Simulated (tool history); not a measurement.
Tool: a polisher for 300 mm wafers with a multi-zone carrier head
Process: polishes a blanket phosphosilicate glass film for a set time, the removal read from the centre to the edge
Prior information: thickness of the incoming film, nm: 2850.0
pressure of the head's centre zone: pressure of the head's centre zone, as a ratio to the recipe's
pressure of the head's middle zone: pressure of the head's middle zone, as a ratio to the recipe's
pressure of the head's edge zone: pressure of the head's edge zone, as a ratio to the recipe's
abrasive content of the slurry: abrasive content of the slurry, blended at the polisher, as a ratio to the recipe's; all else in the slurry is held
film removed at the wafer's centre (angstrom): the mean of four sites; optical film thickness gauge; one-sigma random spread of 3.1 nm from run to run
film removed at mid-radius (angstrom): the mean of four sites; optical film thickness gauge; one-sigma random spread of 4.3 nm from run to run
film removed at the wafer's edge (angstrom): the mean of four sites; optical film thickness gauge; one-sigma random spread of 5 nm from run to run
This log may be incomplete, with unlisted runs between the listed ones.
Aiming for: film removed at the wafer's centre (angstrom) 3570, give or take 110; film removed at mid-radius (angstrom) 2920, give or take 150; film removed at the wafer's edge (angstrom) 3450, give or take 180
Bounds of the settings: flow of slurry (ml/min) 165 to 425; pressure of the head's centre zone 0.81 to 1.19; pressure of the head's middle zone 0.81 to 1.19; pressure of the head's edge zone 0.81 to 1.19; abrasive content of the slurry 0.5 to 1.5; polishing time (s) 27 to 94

run,hour,flow of slurry (ml/min),pressure of the head's centre zone,pressure of the head's middle zone,pressure of the head's edge zone,abrasive content of the slurry,polishing time (s),film removed at the wafer's centre (angstrom),film removed at mid-radius (angstrom),film removed at the wafer's edge (angstrom)
1,0,275,1,1,1,1,60,4329.5,4111.7,4247.8
2,3.4,275,1,0.98,0.99,0.95,60,4162.4,4141.9,4054.1
3,11.7,275,1.07,0.98,0.99,0.95,60,4457.4,4121.1,4117.3
4,15.3,275,1.03,0.98,0.99,0.95,60,4327.6,4166.9,3942.2
5,21.4,275,1.03,0.98,0.99,0.85,60,4089.9,3940.7,3819
6,30.2,275,1.03,0.98,0.99,1,60,4387,4164.1,4137.6
7,31.8,275,1.03,0.98,0.99,1,60,4327.5,4126.2,4162.8
8,39.8,270,1.04,0.96,1.01,0.95,59,4170.6,3872.3,3962.8
9,44.9,265,1.05,0.94,1.02,0.95,59,4285.3,3818.7,4033.1
10,52.8,260,1.05,0.92,1.03,0.9,59,4157.8,3638.7,3952.7
11,55.9,255,1.05,0.91,1.03,0.85,59,4085.3,3532.8,3824.7
12,57.2,250,1.04,0.9,1.03,0.85,59,4015.6,3565.4,3789.2
13,66.2,250,1.04,0.89,1.04,0.8,59,3857.6,3351.3,3798.8
14,74.4,245,1.04,0.82,0.95,0.65,58,3409.2,2730.8,3160.7
15,76.4,245,1.04,0.82,0.96,0.65,58,3355.5,2809.9,3176.1
16,80.8,245,1.04,0.82,0.97,0.65,58,3381,2745.7,3214.8
17,87,245,1.04,0.82,0.98,0.65,58,3403.8,2755.2,3249.5
18,95.8,245,1.04,0.82,0.98,0.65,58,3392.6,2746.8,3140.2
19,99,245,1.04,0.82,0.98,0.65,58,3362.9,2815,3181.1
20,105.8,245,1.04,0.82,0.99,0.65,58,3327.9,2771,3303.5
21,111.4,245,1.05,0.82,0.99,0.65,58,3384,2779.2,3219.8
22,114.4,265,1.06,0.83,1.06,0.75,58,3720.9,3009.6,3639.2
23,122.5,265,1.06,0.83,1.05,0.75,58,3749.7,3031.6,3632.1
24,129.8,265,1.06,0.83,1.04,0.75,58,3707.4,3008.1,3637.1
25,133.7,260,1.06,0.83,1.03,0.75,58,3771.3,2967.8,3561.2

Consider the 4 candidate settings below. Which is the only one whose results all fall within their allowed miss of target?
A,137.6,340,1.06,0.86,1.1,0.65,57,?,?,?
B,137.6,235,1.17,0.81,0.93,0.7,60,?,?,?
C,137.6,260,1.08,0.86,1.04,0.7,61,?,?,?
D,137.6,290,1.13,0.81,0.98,0.85,53,?,?,?

move,film removed at the wafer's centre (angstrom),film removed at mid-radius (angstrom),film removed at the wafer's edge (angstrom)
A,3556.4,2906.5,3452.5
B,4106,2906.2,3379.1
C,3910,3145.6,3658.3
D,3976.6,2906.8,3441.9
A: hits every target within its allowed miss
B: misses by more than the last run did
C: misses by more than the last run did
D: misses by more than the last run did
Answer: A

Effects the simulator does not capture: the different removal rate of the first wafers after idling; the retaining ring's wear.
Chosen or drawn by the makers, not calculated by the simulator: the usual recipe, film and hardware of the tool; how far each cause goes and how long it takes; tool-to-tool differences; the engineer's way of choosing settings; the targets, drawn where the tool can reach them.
